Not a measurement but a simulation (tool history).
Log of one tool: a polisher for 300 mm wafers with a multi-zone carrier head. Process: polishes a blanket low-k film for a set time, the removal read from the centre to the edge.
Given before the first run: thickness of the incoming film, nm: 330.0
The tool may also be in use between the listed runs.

run    day  flow of slurry (ml/min)  pressure of the head's centre zone  pressure of the head's middle zone  pressure of the head's edge zone  abrasive content of the slurry  polishing time (s)  film removed at the wafer's centre (nm)  film removed at mid-radius (nm)  film removed at the wafer's edge (nm)
  1      0                      150                                   1                                   1                                 1                               1                  62                                   28.321                           29.594                                 29.214
  2   0.35                      145                                0.99                                0.96                                 1                            0.95                  62                                   26.899                           27.428                                  27.22
  3  0.708                      145                                0.99                                0.96                                 1                            0.95                  49                                   20.902                           21.465                                 22.147
  4  0.821                      155                                   1                                0.95                              1.04                            0.95                  49                                   21.755                           21.211                                 22.702
  5  0.962                      155                                   1                                0.95                              0.97                            0.95                  49                                   21.514                           21.428                                 22.272
  6  1.308                      155                                   1                                0.95                              0.97                            1.05                  49                                   22.976                           23.106                                 23.172

Run 7 is up next; what results do you expect?
  7  1.367                      165                                   1                                0.94                              1.02                            1.05                  49                                        ?                                ?                                      ?

film removed at the wafer's centre (nm): 23.532
film removed at mid-radius (nm): 23.195
film removed at the wafer's edge (nm): 23.934
